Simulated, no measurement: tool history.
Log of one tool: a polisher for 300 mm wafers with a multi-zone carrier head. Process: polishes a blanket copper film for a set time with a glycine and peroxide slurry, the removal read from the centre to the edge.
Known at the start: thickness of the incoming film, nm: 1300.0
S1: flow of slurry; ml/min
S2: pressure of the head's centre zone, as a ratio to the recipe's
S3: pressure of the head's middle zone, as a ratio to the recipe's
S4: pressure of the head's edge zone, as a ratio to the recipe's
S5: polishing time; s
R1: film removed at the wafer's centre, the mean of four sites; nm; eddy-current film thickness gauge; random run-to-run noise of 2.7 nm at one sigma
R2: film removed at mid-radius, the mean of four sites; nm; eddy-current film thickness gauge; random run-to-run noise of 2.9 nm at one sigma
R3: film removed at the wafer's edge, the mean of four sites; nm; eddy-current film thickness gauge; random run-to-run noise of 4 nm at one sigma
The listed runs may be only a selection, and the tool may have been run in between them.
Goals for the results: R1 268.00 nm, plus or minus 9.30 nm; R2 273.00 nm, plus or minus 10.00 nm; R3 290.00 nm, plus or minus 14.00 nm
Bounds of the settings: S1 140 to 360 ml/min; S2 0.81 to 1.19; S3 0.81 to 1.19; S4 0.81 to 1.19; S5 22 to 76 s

{"run": 1, "hour": 0.0, "S1": 230, "S2": 1.0, "S3": 1.0, "S4": 1.0, "S5": 49, "R1": 230.18, "R2": 231.73, "R3": 225.53}
{"run": 2, "hour": 4.4, "S1": 230, "S2": 1.0, "S3": 1.0, "S4": 1.0, "S5": 44, "R1": 203.42, "R2": 206.17, "R3": 201.82}
{"run": 3, "hour": 9.6, "S1": 230, "S2": 0.96, "S3": 1.0, "S4": 1.0, "S5": 44, "R1": 193.56, "R2": 204.11, "R3": 203.64}
{"run": 4, "hour": 16.7, "S1": 230, "S2": 1.03, "S3": 1.0, "S4": 1.0, "S5": 44, "R1": 207.49, "R2": 206.28, "R3": 197.1}
{"run": 5, "hour": 20.9, "S1": 235, "S2": 1.01, "S3": 1.0, "S4": 1.04, "S5": 48, "R1": 220.2, "R2": 227.24, "R3": 229.55}
{"run": 6, "hour": 26.2, "S1": 235, "S2": 1.05, "S3": 1.0, "S4": 1.04, "S5": 48, "R1": 228.64, "R2": 223.15, "R3": 225.59}
{"run": 7, "hour": 28.1, "S1": 245, "S2": 1.07, "S3": 1.02, "S4": 1.08, "S5": 50, "R1": 242.95, "R2": 235.16, "R3": 241.06}
{"run": 8, "hour": 29.8, "S1": 250, "S2": 1.07, "S3": 1.04, "S4": 1.11, "S5": 52, "R1": 265.63, "R2": 252.62, "R3": 251.38}
{"run": 9, "hour": 36.3, "S1": 255, "S2": 1.04, "S3": 1.03, "S4": 1.13, "S5": 53, "R1": 254.95, "R2": 258.16, "R3": 266.53}
{"run": 10, "hour": 41.9, "S1": 255, "S2": 1.04, "S3": 1.03, "S4": 1.13, "S5": 53, "R1": 255.6, "R2": 256.76, "R3": 258.38}
{"run": 11, "hour": 50.8, "S1": 255, "S2": 1.03, "S3": 1.02, "S4": 1.15, "S5": 54, "R1": 261.16, "R2": 255.37, "R3": 261.4}
{"run": 12, "hour": 58.6, "S1": 250, "S2": 0.93, "S3": 1.0, "S4": 1.19, "S5": 60, "R1": 259.1, "R2": 278.77, "R3": 298.58}

Below are 4 possible settings for the next run. Only one of them brings all results inside the allowed miss of their targets. Which is it?
{"run": "A", "hour": 66.4, "S1": 195, "S2": 0.98, "S3": 0.98, "S4": 1.14, "S5": 61, "R1": "?", "R2": "?", "R3": "?"}
{"run": "B", "hour": 66.4, "S1": 240, "S2": 0.85, "S3": 0.96, "S4": 1.19, "S5": 62, "R1": "?", "R2": "?", "R3": "?"}
{"run": "C", "hour": 66.4, "S1": 260, "S2": 0.89, "S3": 1.01, "S4": 1.15, "S5": 59, "R1": "?", "R2": "?", "R3": "?"}
{"run": "D", "hour": 66.4, "S1": 165, "S2": 0.87, "S3": 0.84, "S4": 1.19, "S5": 68, "R1": "?", "R2": "?", "R3": "?"}

move=A R1=275.48 R2=275.52 R3=292.71
move=B R1=248.38 R2=281.37 R3=308.40
move=C R1=249.77 R2=281.54 R3=290.36
move=D R1=266.38 R2=265.28 R3=328.79
A: every result within its allowed miss
B: the biggest miss grows against the last run
C: the biggest miss grows against the last run
D: the worst result of the last run now meets its target, but another is out of spec
So the answer is move A, the one that meets all the targets.
